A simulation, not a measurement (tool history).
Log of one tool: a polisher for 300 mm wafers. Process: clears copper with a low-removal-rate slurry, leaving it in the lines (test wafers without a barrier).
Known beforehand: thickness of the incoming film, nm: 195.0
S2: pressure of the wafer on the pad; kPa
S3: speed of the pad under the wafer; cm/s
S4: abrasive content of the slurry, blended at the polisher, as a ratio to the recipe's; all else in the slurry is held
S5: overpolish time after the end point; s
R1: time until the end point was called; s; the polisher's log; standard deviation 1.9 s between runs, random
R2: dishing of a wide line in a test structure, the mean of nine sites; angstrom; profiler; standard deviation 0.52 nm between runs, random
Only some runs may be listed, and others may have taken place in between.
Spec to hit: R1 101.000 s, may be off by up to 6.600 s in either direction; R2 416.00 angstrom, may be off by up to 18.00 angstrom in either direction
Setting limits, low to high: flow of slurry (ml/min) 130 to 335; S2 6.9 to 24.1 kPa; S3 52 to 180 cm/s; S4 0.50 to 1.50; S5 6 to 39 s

Run 1, hour 0.0: flow of slurry (ml/min) 215, S2 15.2 kPa, S3 116 cm/s, S4 1.00, S5 20 s. Result: R1 72.131 s, R2 349.31 angstrom.
Run 2, hour 8.1: flow of slurry (ml/min) 215, S2 15.2 kPa, S3 130 cm/s, S4 1.00, S5 20 s. Result: R1 66.307 s, R2 382.12 angstrom.
Run 3, hour 9.8: flow of slurry (ml/min) 170, S2 15.2 kPa, S3 130 cm/s, S4 1.00, S5 20 s. Result: R1 65.930 s, R2 365.38 angstrom.
Run 4, hour 13.8: flow of slurry (ml/min) 175, S2 13.1 kPa, S3 130 cm/s, S4 1.00, S5 24 s. Result: R1 74.514 s, R2 370.12 angstrom.
Run 5, hour 20.9: flow of slurry (ml/min) 175, S2 9.7 kPa, S3 130 cm/s, S4 1.00, S5 24 s. Result: R1 107.330 s, R2 287.24 angstrom.
Run 6, hour 23.7: flow of slurry (ml/min) 175, S2 9.7 kPa, S3 130 cm/s, S4 0.80, S5 24 s. Result: R1 108.520 s, R2 276.62 angstrom.
Run 7, hour 26.7: flow of slurry (ml/min) 185, S2 9.7 kPa, S3 130 cm/s, S4 0.85, S5 27 s. Result: R1 103.980 s, R2 317.51 angstrom.
Run 8, hour 31.8: flow of slurry (ml/min) 190, S2 9.7 kPa, S3 130 cm/s, S4 0.90, S5 29 s. Result: R1 103.660 s, R2 338.36 angstrom.
Run 9, hour 35.8: flow of slurry (ml/min) 190, S2 9.7 kPa, S3 130 cm/s, S4 0.90, S5 31 s. Result: R1 106.650 s, R2 359.58 angstrom.
Run 10, hour 42.5: flow of slurry (ml/min) 190, S2 9.7 kPa, S3 130 cm/s, S4 0.90, S5 32 s. Result: R1 107.650 s, R2 368.91 angstrom.
Run 11, hour 50.6: flow of slurry (ml/min) 190, S2 11.0 kPa, S3 130 cm/s, S4 0.90, S5 34 s. Result: R1 92.203 s, R2 427.95 angstrom.

Pick the move, out of 5, that brings all results within their allowed miss; only one does.
Run A, hour 58.7: flow of slurry (ml/min) 220, S2 11.7 kPa, S3 116 cm/s, S4 0.80, S5 38 s. Result: R1 ?, R2 ?.
Run B, hour 58.7: flow of slurry (ml/min) 160, S2 15.2 kPa, S3 96 cm/s, S4 0.90, S5 36 s. Result: R1 ?, R2 ?.
Run C, hour 58.7: flow of slurry (ml/min) 130, S2 12.4 kPa, S3 146 cm/s, S4 0.90, S5 26 s. Result: R1 ?, R2 ?.
Run D, hour 58.7: flow of slurry (ml/min) 160, S2 12.4 kPa, S3 136 cm/s, S4 0.85, S5 27 s. Result: R1 ?, R2 ?.
Run E, hour 58.7: flow of slurry (ml/min) 175, S2 9.7 kPa, S3 136 cm/s, S4 1.05, S5 35 s. Result: R1 ?, R2 ?.

move      R1      R2
   A  97.087  439.86
   B  92.889  446.42
   C  79.135  384.52
   D  81.978  385.28
   E  98.064  401.75
A: corrects the largest miss of the last run, while another result sits out of spec
B: moves away from the targets compared with the last run
C: moves away from the targets compared with the last run
D: moves away from the targets compared with the last run
E: all results land within tolerance of their targets
So the answer is move E, the one that meets all the targets.
